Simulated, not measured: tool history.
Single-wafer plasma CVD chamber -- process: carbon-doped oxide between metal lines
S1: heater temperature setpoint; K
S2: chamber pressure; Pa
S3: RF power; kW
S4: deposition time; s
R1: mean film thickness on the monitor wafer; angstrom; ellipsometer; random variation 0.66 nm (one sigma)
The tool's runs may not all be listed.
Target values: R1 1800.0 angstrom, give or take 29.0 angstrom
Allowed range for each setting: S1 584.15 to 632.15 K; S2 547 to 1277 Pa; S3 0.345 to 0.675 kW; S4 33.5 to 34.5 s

run    day      S1   S2     S3    S4      R1
  1  0.000  608.15  912  0.510  33.5  1917.7
  2  0.312  612.15  888  0.505  33.5  1880.9
  3  0.558  612.15  955  0.505  33.5  1903.8
  4  0.792  615.15  915  0.500  33.5  1864.2
  5  0.983  617.15  891  0.495  33.5  1828.1
  6  1.012  617.15  891  0.495  34.5  1890.6
  7  1.221  620.15  865  0.495  34.5  1882.0
  8  1.512  622.15  840  0.490  34.5  1844.8
  9  1.696  623.15  827  0.490  34.5  1831.8

Exactly one of the 5 candidate moves below puts every result within its allowed miss. Which one?
  A  1.879  623.15  703  0.535  34.5   ?
  B  1.879  623.15  937  0.510  34.5   ?
  C  1.879  616.15  851  0.485  33.5   ?
  D  1.879  623.15  860  0.505  34.5   ?
  E  1.879  621.15  923  0.485  34.5   ?

move      R1
   A  1857.4
   B  1895.8
   C  1809.3
   D  1869.0
   E  1852.7
A: further off than the last run
B: further off than the last run
C: every result within its allowed miss
D: further off than the last run
E: further off than the last run
C meets every target.

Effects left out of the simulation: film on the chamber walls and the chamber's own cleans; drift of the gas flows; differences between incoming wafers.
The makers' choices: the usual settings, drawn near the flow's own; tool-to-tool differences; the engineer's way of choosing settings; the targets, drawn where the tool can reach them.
